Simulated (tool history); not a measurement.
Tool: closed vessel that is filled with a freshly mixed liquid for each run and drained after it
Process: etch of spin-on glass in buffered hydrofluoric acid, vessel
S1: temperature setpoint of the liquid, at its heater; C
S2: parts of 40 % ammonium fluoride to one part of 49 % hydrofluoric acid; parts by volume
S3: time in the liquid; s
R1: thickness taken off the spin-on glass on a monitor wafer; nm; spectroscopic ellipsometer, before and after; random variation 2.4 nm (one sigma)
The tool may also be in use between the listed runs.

run	hour	S1	S2	S3	R1
1	0.0	24.0	23.5	85	266.45
2	6.7	26.0	23.5	85	298.55
3	13.0	26.0	19.0	85	352.16
4	14.2	26.5	19.0	85	360.36
5	18.7	27.0	19.0	85	373.35
6	27.4	27.5	19.0	85	381.39
7	29.5	28.0	19.0	85	390.92
8	38.7	28.5	19.0	85	401.85
9	42.1	29.0	19.0	85	412.34

Run 10 comes next. What will it give?
# hour 47.1: thermometer replaced
10	47.1	29.5	19.0	85	?

{"run 10": {"R1": 391.35}}
